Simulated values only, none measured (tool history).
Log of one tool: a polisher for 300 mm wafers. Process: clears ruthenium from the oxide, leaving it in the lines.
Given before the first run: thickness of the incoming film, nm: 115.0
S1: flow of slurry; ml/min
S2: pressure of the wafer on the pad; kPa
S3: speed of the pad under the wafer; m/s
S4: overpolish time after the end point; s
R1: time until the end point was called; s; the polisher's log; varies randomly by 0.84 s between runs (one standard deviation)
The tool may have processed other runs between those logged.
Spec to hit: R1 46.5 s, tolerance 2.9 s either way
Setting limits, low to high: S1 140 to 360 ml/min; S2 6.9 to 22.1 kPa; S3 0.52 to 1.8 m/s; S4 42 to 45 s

run	hour	S1	S2	S3	S4	R1
1	0	230	14.5	1.16	42	82.955
2	2	230	14.5	1.16	45	79.564
3	5.9	230	11.7	1.16	45	97.988
4	8.9	265	11.7	1.16	45	97.506
5	11.9	230	11.7	1.16	45	99.959
6	19.1	230	13.1	1.18	45	87.526
7	21.6	230	13.8	1.2	45	80.728
8	29.9	230	14.5	1.2	45	79.9
9	38.2	230	15.2	1.22	45	73.321
10	44.9	230	15.9	1.22	45	72.249
11	50.3	230	16.5	1.24	45	66.965
12	54.1	230	17.2	1.24	45	62.422
13	54.6	230	17.9	1.24	45	63.333

Next run, 5 choices. One meets every target within its allowed miss, the rest don't. Which?
A	55.1	200	17.2	1.22	42	?
B	55.1	245	21.4	1.7	45	?
C	55.1	275	16.5	1.02	42	?
D	55.1	215	14.5	1.06	45	?
E	55.1	250	17.9	1.6	45	?

move	R1
A	66.673
B	38.042
C	79.273
D	89.584
E	47.827
A: its largest miss is bigger than the last run's
B: carries the result that was furthest off beyond its target, to the other side
C: its largest miss is bigger than the last run's
D: its largest miss is bigger than the last run's
E: every result within its allowed miss
Go with E: it meets all targets.

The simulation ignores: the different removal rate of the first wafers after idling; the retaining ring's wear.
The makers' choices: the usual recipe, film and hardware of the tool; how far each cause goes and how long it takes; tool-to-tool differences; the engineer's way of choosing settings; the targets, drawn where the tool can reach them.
